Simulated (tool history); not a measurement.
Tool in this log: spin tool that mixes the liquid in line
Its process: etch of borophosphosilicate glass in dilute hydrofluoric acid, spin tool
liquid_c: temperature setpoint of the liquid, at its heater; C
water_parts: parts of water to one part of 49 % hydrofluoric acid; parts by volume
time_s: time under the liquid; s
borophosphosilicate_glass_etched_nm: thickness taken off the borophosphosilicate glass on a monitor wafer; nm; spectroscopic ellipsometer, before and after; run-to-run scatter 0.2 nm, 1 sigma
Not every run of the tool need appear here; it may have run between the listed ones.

| run | hour | liquid_c | water_parts | time_s | borophosphosilicate_glass_etched_nm |
|---|---|---|---|---|---|
| 1 | 0 | 21 | 145 | 75 | 24.329 |
| 2 | 6.8 | 21 | 195 | 75 | 16.956 |
| 3 | 13.8 | 19 | 195 | 75 | 15.846 |
| 4 | 18.3 | 17 | 195 | 75 | 14.638 |
| 5 | 21.5 | 18.5 | 190 | 75 | 15.828 |
| 6 | 26.2 | 20 | 185 | 75 | 17.417 |
|  | 29.9 | hydrofluoric acid flow meter replaced |
| 7 | 29.9 | 21 | 180 | 75 | 16.753 |
| 8 | 38.2 | 21 | 170 | 75 | 18.024 |

Run 9 has not been measured yet. What should we expect?
| 9 | 46.3 | 25 | 130 | 75 | ? |

Run 9 measured borophosphosilicate_glass_etched_nm 28.359 nm.
